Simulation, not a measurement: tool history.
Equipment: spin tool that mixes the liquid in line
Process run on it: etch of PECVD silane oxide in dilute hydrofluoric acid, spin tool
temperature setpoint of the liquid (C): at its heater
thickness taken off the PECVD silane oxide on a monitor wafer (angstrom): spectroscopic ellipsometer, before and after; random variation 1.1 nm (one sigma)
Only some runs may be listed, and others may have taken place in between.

run,day,temperature setpoint of the liquid (C),parts of water to one part of 49 % hydrofluoric acid (parts by volume),time under the liquid (s),thickness taken off the PECVD silane oxide on a monitor wafer (angstrom)
1,0,24,280,275,366.31
2,0.238,24,180,275,648.82
3,0.504,25,170,275,711.53
4,0.879,25,110,275,1185.9
5,1.188,25,55,275,2547.7
6,1.242,24.5,65,275,2076.6

Forecast run 7:
7,1.333,20.5,70,275,?

{"run 7": {"thickness taken off the PECVD silane oxide on a monitor wafer (angstrom)": 1661.9}}

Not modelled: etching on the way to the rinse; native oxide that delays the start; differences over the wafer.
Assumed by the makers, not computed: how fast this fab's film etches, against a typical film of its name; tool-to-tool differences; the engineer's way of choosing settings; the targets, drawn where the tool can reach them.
